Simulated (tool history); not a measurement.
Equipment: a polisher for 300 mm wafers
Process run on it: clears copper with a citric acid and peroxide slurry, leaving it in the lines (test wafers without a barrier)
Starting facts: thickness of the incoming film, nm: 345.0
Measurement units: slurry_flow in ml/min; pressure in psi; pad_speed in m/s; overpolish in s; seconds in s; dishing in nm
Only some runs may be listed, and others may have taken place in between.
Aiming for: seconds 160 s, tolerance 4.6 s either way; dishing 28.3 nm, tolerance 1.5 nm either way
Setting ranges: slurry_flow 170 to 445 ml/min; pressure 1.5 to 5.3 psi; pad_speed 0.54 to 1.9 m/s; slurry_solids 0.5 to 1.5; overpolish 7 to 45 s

run 1 hour=0 | slurry_flow=285 pressure=3.4 pad_speed=1.22 slurry_solids=1 overpolish=23 | seconds=120.13 dishing=37.553
run 2 hour=6.3 | slurry_flow=240 pressure=3.4 pad_speed=1.22 slurry_solids=1 overpolish=23 | seconds=123.97 dishing=37.409
run 3 hour=10.3 | slurry_flow=240 pressure=3.4 pad_speed=1.12 slurry_solids=1 overpolish=23 | seconds=130.33 dishing=35.225
run 4 hour=17.2 | slurry_flow=240 pressure=3.4 pad_speed=1.12 slurry_solids=1 overpolish=30 | seconds=130.64 dishing=44.51
run 5 hour=25.2 | slurry_flow=240 pressure=3.4 pad_speed=1.12 slurry_solids=0.85 overpolish=30 | seconds=137.49 dishing=41.948
run 6 hour=26.6 | slurry_flow=245 pressure=3.3 pad_speed=1.12 slurry_solids=0.85 overpolish=29 | seconds=140.76 dishing=40.485
run 7 hour=27.6 | slurry_flow=245 pressure=3.2 pad_speed=1.12 slurry_solids=0.85 overpolish=28 | seconds=143.77 dishing=38.113
-- hour=29.4 slurry blender recalibrated
run 8 hour=29.4 | slurry_flow=245 pressure=3.1 pad_speed=1.12 slurry_solids=0.85 overpolish=27 | seconds=140.31 dishing=37.656
run 9 hour=34.2 | slurry_flow=240 pressure=2.3 pad_speed=1.12 slurry_solids=0.85 overpolish=22 | seconds=185.56 dishing=24.137
run 10 hour=42.6 | slurry_flow=245 pressure=2.4 pad_speed=1.12 slurry_solids=0.85 overpolish=22 | seconds=180.94 dishing=25.346

4 next moves are on the table. One of them brings every result within its allowed miss. Which?
run A hour=51 | slurry_flow=210 pressure=2.7 pad_speed=1.26 slurry_solids=0.8 overpolish=24 | seconds=? dishing=?
run B hour=51 | slurry_flow=320 pressure=3.1 pad_speed=1.12 slurry_solids=0.65 overpolish=24 | seconds=? dishing=?
run C hour=51 | slurry_flow=225 pressure=2.8 pad_speed=1.06 slurry_solids=0.9 overpolish=22 | seconds=? dishing=?
run D hour=51 | slurry_flow=335 pressure=2.4 pad_speed=1.44 slurry_solids=0.7 overpolish=24 | seconds=? dishing=?

move=A seconds=151.29 dishing=31.793
move=B seconds=145.73 dishing=33.104
move=C seconds=161.49 dishing=27.913
move=D seconds=148.62 dishing=32.031
A: carries the result that was furthest off beyond its target, to the other side
B: carries the result that was furthest off beyond its target, to the other side
C: every result within its allowed miss
D: carries the result that was furthest off beyond its target, to the other side
C meets every target.

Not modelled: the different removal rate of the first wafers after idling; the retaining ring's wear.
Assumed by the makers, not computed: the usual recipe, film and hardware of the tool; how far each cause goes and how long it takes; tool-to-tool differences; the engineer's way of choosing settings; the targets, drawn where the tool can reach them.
